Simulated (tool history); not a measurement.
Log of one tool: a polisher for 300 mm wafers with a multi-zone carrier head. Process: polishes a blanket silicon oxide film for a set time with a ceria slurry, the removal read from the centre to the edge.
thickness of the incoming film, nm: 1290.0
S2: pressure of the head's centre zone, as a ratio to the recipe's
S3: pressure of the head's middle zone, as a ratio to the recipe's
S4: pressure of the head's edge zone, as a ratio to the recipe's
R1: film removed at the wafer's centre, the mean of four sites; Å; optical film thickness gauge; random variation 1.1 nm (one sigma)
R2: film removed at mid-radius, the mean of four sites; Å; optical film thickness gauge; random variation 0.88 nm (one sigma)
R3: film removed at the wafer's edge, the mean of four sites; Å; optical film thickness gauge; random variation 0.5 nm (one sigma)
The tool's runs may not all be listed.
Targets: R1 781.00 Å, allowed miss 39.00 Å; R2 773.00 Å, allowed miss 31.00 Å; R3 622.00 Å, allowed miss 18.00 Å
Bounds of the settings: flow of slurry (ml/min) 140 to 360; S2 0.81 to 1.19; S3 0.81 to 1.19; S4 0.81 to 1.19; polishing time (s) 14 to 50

{"run": 1, "hour": 0.0, "flow of slurry (ml/min)": 230, "S2": 1.0, "S3": 1.0, "S4": 1.0, "polishing time (s)": 32, "R1": 1127.5, "R2": 1113.7, "R3": 1084.6}
{"run": 2, "hour": 6.9, "flow of slurry (ml/min)": 230, "S2": 1.02, "S3": 1.02, "S4": 0.97, "polishing time (s)": 29, "R1": 1010.4, "R2": 1038.3, "R3": 961.67}
{"run": 3, "hour": 10.1, "flow of slurry (ml/min)": 230, "S2": 1.02, "S3": 1.02, "S4": 0.97, "polishing time (s)": 32, "R1": 1136.5, "R2": 1156.5, "R3": 1082.1}
{"run": 4, "hour": 12.2, "flow of slurry (ml/min)": 230, "S2": 1.02, "S3": 1.02, "S4": 0.97, "polishing time (s)": 40, "R1": 1436.6, "R2": 1457.3, "R3": 1332.5}
{"run": 5, "hour": 18.0, "flow of slurry (ml/min)": 230, "S2": 1.05, "S3": 1.03, "S4": 0.94, "polishing time (s)": 36, "R1": 1354.1, "R2": 1298.0, "R3": 1188.7}
{"run": 6, "hour": 25.6, "flow of slurry (ml/min)": 230, "S2": 1.05, "S3": 1.03, "S4": 0.94, "polishing time (s)": 44, "R1": 1633.7, "R2": 1558.9, "R3": 1467.5}
{"run": 7, "hour": 34.5, "flow of slurry (ml/min)": 230, "S2": 1.06, "S3": 1.04, "S4": 0.92, "polishing time (s)": 39, "R1": 1449.2, "R2": 1409.0, "R3": 1257.5}
{"run": 8, "hour": 43.0, "flow of slurry (ml/min)": 230, "S2": 1.07, "S3": 1.04, "S4": 0.9, "polishing time (s)": 35, "R1": 1311.1, "R2": 1274.1, "R3": 1135.8}
{"run": 9, "hour": 49.8, "flow of slurry (ml/min)": 230, "S2": 1.08, "S3": 1.05, "S4": 0.89, "polishing time (s)": 31, "R1": 1186.6, "R2": 1127.5, "R3": 997.49}
{"run": 10, "hour": 50.8, "flow of slurry (ml/min)": 230, "S2": 1.06, "S3": 1.15, "S4": 0.81, "polishing time (s)": 22, "R1": 823.62, "R2": 888.52, "R3": 670.67}
{"run": 11, "hour": 53.9, "flow of slurry (ml/min)": 225, "S2": 1.07, "S3": 1.14, "S4": 0.81, "polishing time (s)": 22, "R1": 833.66, "R2": 881.4, "R3": 668.48}

Which of these 4 next moves meets every target?
{"run": "A", "hour": 57.0, "flow of slurry (ml/min)": 225, "S2": 0.97, "S3": 1.18, "S4": 0.83, "polishing time (s)": 21, "R1": "?", "R2": "?", "R3": "?"}
{"run": "B", "hour": 57.0, "flow of slurry (ml/min)": 260, "S2": 1.08, "S3": 1.19, "S4": 0.81, "polishing time (s)": 20, "R1": "?", "R2": "?", "R3": "?"}
{"run": "C", "hour": 57.0, "flow of slurry (ml/min)": 210, "S2": 1.13, "S3": 1.14, "S4": 0.86, "polishing time (s)": 20, "R1": "?", "R2": "?", "R3": "?"}
{"run": "D", "hour": 57.0, "flow of slurry (ml/min)": 295, "S2": 1.16, "S3": 1.08, "S4": 0.81, "polishing time (s)": 20, "R1": "?", "R2": "?", "R3": "?"}

move=A R1=717.65 R2=848.86 R3=648.73
move=B R1=777.77 R2=829.42 R3=619.91
move=C R1=787.89 R2=776.08 R3=623.27
move=D R1=848.27 R2=773.55 R3=627.49
A: nearer than the last run, and not there yet
B: nearer than the last run, and not there yet
C: meets every target
D: brings the result that was furthest off to its target, and leaves another outside
The right move is C.

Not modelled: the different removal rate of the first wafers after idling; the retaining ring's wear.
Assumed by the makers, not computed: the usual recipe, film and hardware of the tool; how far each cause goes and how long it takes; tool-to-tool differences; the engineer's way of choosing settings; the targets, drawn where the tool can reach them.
